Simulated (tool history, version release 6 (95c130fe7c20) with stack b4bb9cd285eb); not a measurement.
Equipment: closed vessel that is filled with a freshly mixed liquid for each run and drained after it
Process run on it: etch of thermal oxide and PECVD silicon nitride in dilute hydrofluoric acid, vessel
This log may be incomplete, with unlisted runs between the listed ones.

run,hour,temperature setpoint of the liquid (°C),parts of water to one part of 49 % hydrofluoric acid (parts by volume),time in the liquid (s),thickness taken off the thermal oxide on a monitor wafer (angstrom),thickness taken off the PECVD silicon nitride on a monitor wafer (angstrom)
1,0.0,22.0,45,90,87.733,59.140
2,3.1,24.5,45,90,97.354,69.104
3,10.8,24.5,45,70,75.024,54.660
4,14.8,24.5,60,70,55.456,40.745
5,16.0,26.5,60,70,60.252,46.260
6,21.1,26.0,50,70,71.611,53.520
7,23.7,26.0,45,70,80.323,58.965
8,26.8,26.0,40,70,90.464,67.045
9,32.3,26.0,35,70,104.710,76.254
10,41.5,26.0,30,70,123.070,88.638
11,47.5,25.5,25,70,145.470,102.550

Run 12 is up next; what results do you expect?
12,55.7,25.0,25,70,?,?

thickness taken off the thermal oxide on a monitor wafer (angstrom): 142.190
thickness taken off the PECVD silicon nitride on a monitor wafer (angstrom): 98.115
